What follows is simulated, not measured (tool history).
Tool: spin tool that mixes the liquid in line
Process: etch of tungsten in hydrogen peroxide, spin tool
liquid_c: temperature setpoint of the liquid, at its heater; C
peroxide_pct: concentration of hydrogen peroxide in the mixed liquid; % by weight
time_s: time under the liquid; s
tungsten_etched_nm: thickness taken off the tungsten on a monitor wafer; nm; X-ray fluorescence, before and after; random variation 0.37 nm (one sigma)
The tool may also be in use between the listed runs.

{"run": 1, "hour": 0.0, "liquid_c": 55.0, "peroxide_pct": 24.5, "time_s": 55, "tungsten_etched_nm": 71.239}
{"run": 2, "hour": 7.2, "liquid_c": 55.0, "peroxide_pct": 24.5, "time_s": 55, "tungsten_etched_nm": 71.149}
{"run": 3, "hour": 8.7, "liquid_c": 57.0, "peroxide_pct": 24.5, "time_s": 55, "tungsten_etched_nm": 80.201}
{"run": 4, "hour": 14.4, "liquid_c": 58.5, "peroxide_pct": 24.5, "time_s": 55, "tungsten_etched_nm": 87.89}
{"run": 5, "hour": 22.4, "liquid_c": 58.5, "peroxide_pct": 24.5, "time_s": 55, "tungsten_etched_nm": 87.356}
{"run": 6, "hour": 23.4, "liquid_c": 58.5, "peroxide_pct": 22.5, "time_s": 55, "tungsten_etched_nm": 83.768}
{"run": 7, "hour": 32.3, "liquid_c": 60.0, "peroxide_pct": 22.5, "time_s": 55, "tungsten_etched_nm": 91.54}
{"run": 8, "hour": 40.5, "liquid_c": 61.0, "peroxide_pct": 22.5, "time_s": 55, "tungsten_etched_nm": 97.001}

Run 9 comes next. What will it give?
{"run": 9, "hour": 49.0, "liquid_c": 65.5, "peroxide_pct": 22.5, "time_s": 55, "tungsten_etched_nm": "?"}

{"run 9": {"tungsten_etched_nm": 124.57}}

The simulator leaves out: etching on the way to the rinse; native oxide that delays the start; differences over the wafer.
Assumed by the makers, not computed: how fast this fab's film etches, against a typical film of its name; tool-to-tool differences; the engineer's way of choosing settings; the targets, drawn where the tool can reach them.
